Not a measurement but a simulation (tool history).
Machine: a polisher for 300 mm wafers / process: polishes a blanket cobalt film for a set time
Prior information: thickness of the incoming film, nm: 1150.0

run	hour	flow of slurry (ml/min)	pressure of the wafer on the pad (kPa)	speed of the pad under the wafer (cm/s)	polishing time (s)	film removed (Å)
1	0	145	13.8	98	68	2863.1
2	4.1	145	16.5	98	68	3265.6
3	6.9	145	16.5	84	68	2899.4
4	12	170	16.5	84	68	2976.5
5	19.2	170	16.5	84	71	3048.9
6	20.1	170	13.1	72	70	2291.3
7	25.4	170	11	62	70	1820.7

Expected results for the next run?
8	30.8	170	9.7	58	70	?

film removed (Å): 1602.8
